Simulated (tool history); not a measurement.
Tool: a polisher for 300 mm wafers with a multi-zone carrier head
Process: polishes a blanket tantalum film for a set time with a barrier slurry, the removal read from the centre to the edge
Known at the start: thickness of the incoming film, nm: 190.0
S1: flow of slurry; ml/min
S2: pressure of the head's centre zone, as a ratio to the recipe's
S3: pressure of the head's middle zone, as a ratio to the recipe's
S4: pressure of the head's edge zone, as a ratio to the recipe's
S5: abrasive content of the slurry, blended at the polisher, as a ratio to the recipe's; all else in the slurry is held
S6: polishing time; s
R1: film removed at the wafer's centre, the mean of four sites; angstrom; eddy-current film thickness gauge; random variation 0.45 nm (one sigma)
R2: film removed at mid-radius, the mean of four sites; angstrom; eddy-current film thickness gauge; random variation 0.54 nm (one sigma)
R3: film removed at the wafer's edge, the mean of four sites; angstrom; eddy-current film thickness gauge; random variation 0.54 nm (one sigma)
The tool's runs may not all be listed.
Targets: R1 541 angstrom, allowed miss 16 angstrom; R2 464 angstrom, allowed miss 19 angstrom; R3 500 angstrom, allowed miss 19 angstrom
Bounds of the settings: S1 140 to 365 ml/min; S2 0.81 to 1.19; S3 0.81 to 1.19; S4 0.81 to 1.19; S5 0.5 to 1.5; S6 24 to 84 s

run  hour   S1    S2    S3    S4    S5  S6      R1      R2      R3
  1     0  235     1     1     1     1  54     744   753.1   737.2
  2   4.3  205     1     1     1     1  54  746.29  729.15  727.65
  3   8.5  245     1     1     1     1  54  757.09  759.38  731.36
  4  17.4  245  0.93     1     1     1  54  710.93   750.3  728.46
  5  19.5  245  0.93     1  0.95     1  54  705.58  754.08  708.04
  6    26  285  0.93     1  0.95     1  54  729.26  771.16  711.73
  7  33.9  280  0.94  0.96  0.94   0.9  52  679.17  693.11  667.11
  8  37.8  280  0.94  0.96  0.94   0.9  52  682.76  698.33  677.22
  9  43.3  285  0.96  0.94  0.92  0.85  50  656.68  653.55  634.57

Which of these 5 next moves meets every target?
  A  48.8  265  0.85  0.88  0.99   0.8  42   ?   ?   ?
  B  48.8  250  0.95  0.87  0.97   0.9  38   ?   ?   ?
  C  48.8  245  0.97  0.81  0.85   1.1  39   ?   ?   ?
  D  48.8  305  0.92  0.85  0.93  0.95  38   ?   ?   ?
  E  48.8  315  1.07  0.91  0.85  0.85  37   ?   ?   ?

move      R1      R2      R3
   A  486.45   496.6  548.32
   B  499.03  456.02  504.38
   C  546.68  462.56  511.08
   D  501.77  462.47  508.79
   E  547.74  464.14  462.83
A: nearer than the last run, and not there yet
B: brings the result that was furthest off to its target, and leaves another outside
C: meets every target
D: brings the result that was furthest off to its target, and leaves another outside
E: brings the result that was furthest off to its target, and leaves another outside
Move C is the one to make.

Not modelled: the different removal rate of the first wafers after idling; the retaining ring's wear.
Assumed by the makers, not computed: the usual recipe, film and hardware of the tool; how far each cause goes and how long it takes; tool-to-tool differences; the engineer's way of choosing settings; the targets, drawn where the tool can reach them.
